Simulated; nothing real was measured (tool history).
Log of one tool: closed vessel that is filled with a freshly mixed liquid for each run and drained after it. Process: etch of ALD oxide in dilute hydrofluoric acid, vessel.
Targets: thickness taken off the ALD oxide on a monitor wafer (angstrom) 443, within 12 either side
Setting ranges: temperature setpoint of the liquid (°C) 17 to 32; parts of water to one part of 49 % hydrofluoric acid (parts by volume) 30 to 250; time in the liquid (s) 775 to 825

run	day	temperature setpoint of the liquid (°C)	parts of water to one part of 49 % hydrofluoric acid (parts by volume)	time in the liquid (s)	thickness taken off the ALD oxide on a monitor wafer (angstrom)
1	0	24	140	775	712.84
2	0.058	24	160	775	610.43
3	0.342	24	160	825	659.42
4	0.438	26	160	825	698.6
5	0.542	25	165	825	646.1
6	0.658	25	165	775	610.18
7	0.821	24	165	775	585.4
8	0.904	20	170	775	483.47
9	1.038	19.5	170	775	474.76
10	1.092	18.5	170	775	460.63

5 candidate next runs follow, results not yet known. Just one meets every target within its allowed miss. Identify it.
A	1.146	17.5	185	815	?
B	1.146	17	175	775	?
C	1.146	19	180	775	?
D	1.146	19	190	795	?
E	1.146	18.5	190	790	?

move	thickness taken off the ALD oxide on a monitor wafer (angstrom)
A	423.39
B	421.09
C	441.33
D	424.73
E	413.83
A: pushes the last run's worst result past its target
B: pushes the last run's worst result past its target
C: all results in spec
D: pushes the last run's worst result past its target
E: pushes the last run's worst result past its target
Correct choice: C, which meets every target
